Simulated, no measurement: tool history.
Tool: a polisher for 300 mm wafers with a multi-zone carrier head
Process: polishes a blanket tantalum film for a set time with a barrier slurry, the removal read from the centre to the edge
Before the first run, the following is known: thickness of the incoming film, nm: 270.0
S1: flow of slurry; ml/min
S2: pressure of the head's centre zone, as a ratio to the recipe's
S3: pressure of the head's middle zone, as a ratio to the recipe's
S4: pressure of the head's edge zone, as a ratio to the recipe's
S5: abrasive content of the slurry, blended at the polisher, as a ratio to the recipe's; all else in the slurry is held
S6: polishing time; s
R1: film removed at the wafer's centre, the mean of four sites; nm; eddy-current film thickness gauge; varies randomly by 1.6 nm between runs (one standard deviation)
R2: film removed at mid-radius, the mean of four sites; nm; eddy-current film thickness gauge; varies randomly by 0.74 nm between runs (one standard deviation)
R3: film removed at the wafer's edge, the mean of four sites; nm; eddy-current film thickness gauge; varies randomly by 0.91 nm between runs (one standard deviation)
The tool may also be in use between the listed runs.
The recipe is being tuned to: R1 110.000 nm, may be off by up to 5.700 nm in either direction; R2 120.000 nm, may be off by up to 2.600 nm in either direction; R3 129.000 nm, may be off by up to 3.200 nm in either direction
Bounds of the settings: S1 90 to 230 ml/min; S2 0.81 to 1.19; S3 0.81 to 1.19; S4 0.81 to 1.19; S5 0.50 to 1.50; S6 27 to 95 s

run,hour,S1,S2,S3,S4,S5,S6,R1,R2,R3
1,0.0,150,1.00,1.00,1.00,1.00,61,93.124,94.135,91.493
2,1.9,150,1.00,1.00,1.00,1.20,61,97.566,100.090,98.668
3,9.0,150,1.00,1.00,1.00,1.05,61,93.460,95.701,93.930
4,13.1,150,1.00,1.07,1.00,1.05,61,92.884,100.360,93.832
5,19.0,165,1.00,1.07,1.00,1.05,61,95.921,103.340,95.103
6,23.9,165,1.00,1.07,1.00,1.15,61,97.308,106.840,97.736
7,30.3,165,1.00,1.06,1.02,1.20,61,99.962,106.370,99.403
8,35.0,165,0.99,1.05,1.04,1.25,62,102.290,108.240,105.090
9,40.2,170,0.98,1.05,1.06,1.30,62,101.010,109.550,106.410
10,48.8,170,0.98,1.05,1.07,1.30,63,102.920,112.580,109.100
11,54.6,170,0.98,1.04,1.08,1.30,63,105.230,110.690,108.300
12,58.3,170,0.97,1.03,1.09,1.30,64,104.420,112.820,112.030
13,60.9,175,0.96,1.02,1.10,1.30,64,104.930,112.990,111.740
14,63.2,175,0.95,1.01,1.11,1.30,64,103.360,111.210,114.580
15,70.0,180,0.95,1.01,1.12,1.30,64,104.560,111.570,115.290
16,78.7,210,0.90,1.00,1.19,1.50,64,107.450,118.130,123.030

Of the 5 settings listed for the next run, only one would bring every result within its allowed miss of target. Which one?
A,87.4,215,0.88,1.06,1.19,1.35,62,?,?,?
B,87.4,205,0.92,1.04,1.14,1.50,61,?,?,?
C,87.4,190,0.90,1.05,1.08,1.35,66,?,?,?
D,87.4,190,0.88,1.01,1.13,1.50,64,?,?,?
E,87.4,200,0.90,0.98,1.19,1.50,67,?,?,?

move,R1,R2,R3
A,101.160,115.140,117.940
B,104.960,113.610,115.980
C,107.440,119.450,118.060
D,105.020,115.010,120.200
E,112.820,118.260,129.940
A: its largest miss is bigger than the last run's
B: its largest miss is bigger than the last run's
C: its largest miss is bigger than the last run's
D: its largest miss is bigger than the last run's
E: every result within its allowed miss
Go with E: it meets all targets.

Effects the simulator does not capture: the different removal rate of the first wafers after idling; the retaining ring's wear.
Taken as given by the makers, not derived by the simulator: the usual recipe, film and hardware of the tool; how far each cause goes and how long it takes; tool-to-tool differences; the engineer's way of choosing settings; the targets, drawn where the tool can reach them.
